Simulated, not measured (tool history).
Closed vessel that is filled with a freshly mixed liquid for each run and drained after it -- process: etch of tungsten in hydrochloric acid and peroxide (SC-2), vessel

run  hour  temperature setpoint of the liquid (C)  parts of water to one part each of 37 % hydrochloric acid and 30 % peroxide (parts by volume)  time in the liquid (s)  thickness taken off the tungsten on a monitor wafer (Å)
  1   0.0                                      58                                                                                           11.0                      55                                                   194.09
  2   1.3                                      60                                                                                           11.0                      55                                                   219.05
  3   3.6                                      60                                                                                           11.0                      55                                                   219.18
  4   8.5                                      62                                                                                           11.0                      55                                                   247.18
  5  16.1                                      58                                                                                           11.0                      55                                                   194.48
  6  22.5                                      58                                                                                           11.0                      45                                                   158.86
  7  30.1                                      60                                                                                           11.0                      45                                                   180.44

Forecast run 8:
  8  38.7                                      62                                                                                           10.5                      45                                                        ?

Run 8 yielded thickness taken off the tungsten on a monitor wafer (Å) 212.16.
